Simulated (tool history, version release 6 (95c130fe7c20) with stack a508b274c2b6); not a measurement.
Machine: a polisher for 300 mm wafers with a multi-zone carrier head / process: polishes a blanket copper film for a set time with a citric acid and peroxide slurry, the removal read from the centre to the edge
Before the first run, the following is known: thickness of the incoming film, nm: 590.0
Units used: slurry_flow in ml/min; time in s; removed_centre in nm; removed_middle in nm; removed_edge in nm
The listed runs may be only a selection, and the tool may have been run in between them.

{"run": 1, "day": 0.0, "slurry_flow": 255, "centre_zone": 1.0, "middle_zone": 1.0, "edge_zone": 1.0, "slurry_solids": 1.0, "time": 61, "removed_centre": 132.7, "removed_middle": 136.24, "removed_edge": 135.13}
{"run": 2, "day": 0.229, "slurry_flow": 255, "centre_zone": 1.08, "middle_zone": 1.0, "edge_zone": 1.0, "slurry_solids": 1.0, "time": 61, "removed_centre": 140.56, "removed_middle": 137.82, "removed_edge": 135.43}
{"run": 3, "day": 0.254, "slurry_flow": 255, "centre_zone": 1.08, "middle_zone": 0.93, "edge_zone": 1.0, "slurry_solids": 1.0, "time": 61, "removed_centre": 145.63, "removed_middle": 126.44, "removed_edge": 137.83}
{"run": 4, "day": 0.4, "slurry_flow": 255, "centre_zone": 1.08, "middle_zone": 0.86, "edge_zone": 1.0, "slurry_solids": 1.0, "time": 61, "removed_centre": 143.93, "removed_middle": 122.77, "removed_edge": 135.26}
{"run": 5, "day": 0.45, "slurry_flow": 290, "centre_zone": 1.08, "middle_zone": 0.86, "edge_zone": 1.0, "slurry_solids": 1.0, "time": 61, "removed_centre": 145.87, "removed_middle": 122.93, "removed_edge": 136.87}
{"run": 6, "day": 0.6, "slurry_flow": 290, "centre_zone": 1.06, "middle_zone": 0.86, "edge_zone": 0.98, "slurry_solids": 0.9, "time": 59, "removed_centre": 131.25, "removed_middle": 116.17, "removed_edge": 129.36}
{"run": 7, "day": 0.708, "slurry_flow": 290, "centre_zone": 1.07, "middle_zone": 0.87, "edge_zone": 0.96, "slurry_solids": 0.85, "time": 58, "removed_centre": 129.76, "removed_middle": 114.62, "removed_edge": 126.22}
{"run": 8, "day": 1.083, "slurry_flow": 280, "centre_zone": 1.02, "middle_zone": 0.89, "edge_zone": 0.86, "slurry_solids": 0.6, "time": 48, "removed_centre": 98.216, "removed_middle": 88.074, "removed_edge": 91.051}
{"run": 9, "day": 1.188, "slurry_flow": 285, "centre_zone": 1.02, "middle_zone": 0.9, "edge_zone": 0.88, "slurry_solids": 0.6, "time": 48, "removed_centre": 98.323, "removed_middle": 91.267, "removed_edge": 92.374}
{"run": 10, "day": 1.279, "slurry_flow": 290, "centre_zone": 1.02, "middle_zone": 0.9, "edge_zone": 0.9, "slurry_solids": 0.6, "time": 48, "removed_centre": 97.555, "removed_middle": 90.755, "removed_edge": 93.068}

Predict the results of run 11:
{"run": 11, "day": 1.629, "slurry_flow": 295, "centre_zone": 1.02, "middle_zone": 0.9, "edge_zone": 0.91, "slurry_solids": 0.6, "time": 48, "removed_centre": "?", "removed_middle": "?", "removed_edge": "?"}

Run 11 measured removed_centre 100.150 nm, removed_middle 92.024 nm, removed_edge 93.835 nm.
